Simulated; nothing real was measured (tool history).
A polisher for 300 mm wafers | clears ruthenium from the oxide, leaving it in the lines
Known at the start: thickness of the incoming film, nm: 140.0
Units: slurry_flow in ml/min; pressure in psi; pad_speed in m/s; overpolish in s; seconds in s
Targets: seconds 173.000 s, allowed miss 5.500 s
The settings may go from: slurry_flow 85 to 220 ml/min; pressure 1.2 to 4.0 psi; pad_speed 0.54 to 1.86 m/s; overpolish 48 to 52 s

run	hour	slurry_flow	pressure	pad_speed	overpolish	seconds
1	0.0	140	2.6	1.18	48	70.099
2	8.6	140	2.6	0.98	48	82.586
3	16.9	140	2.6	0.98	48	83.406
4	24.4	135	2.2	0.92	48	103.350
5	33.1	115	2.2	0.92	48	107.580
# hour 39.9: worn pad replaced by a new one
6	39.9	130	2.2	0.92	48	98.611
7	48.1	120	1.9	0.86	48	122.590
8	56.5	95	1.2	0.84	48	204.300
9	63.6	105	1.2	0.84	48	202.370
10	65.4	120	1.2	0.84	48	190.820

Which of these 5 next moves meets every target?
A	67.2	100	1.6	0.74	48	?
B	67.2	125	1.4	0.76	48	?
C	67.2	105	1.4	0.80	48	?
D	67.2	120	1.2	0.72	52	?
E	67.2	115	1.2	0.90	51	?

move	seconds
A	174.600
B	182.630
C	181.510
D	224.410
E	183.130
A: meets every target
B: nearer than the last run, and not there yet
C: nearer than the last run, and not there yet
D: further off than the last run
E: nearer than the last run, and not there yet
The right move is A.

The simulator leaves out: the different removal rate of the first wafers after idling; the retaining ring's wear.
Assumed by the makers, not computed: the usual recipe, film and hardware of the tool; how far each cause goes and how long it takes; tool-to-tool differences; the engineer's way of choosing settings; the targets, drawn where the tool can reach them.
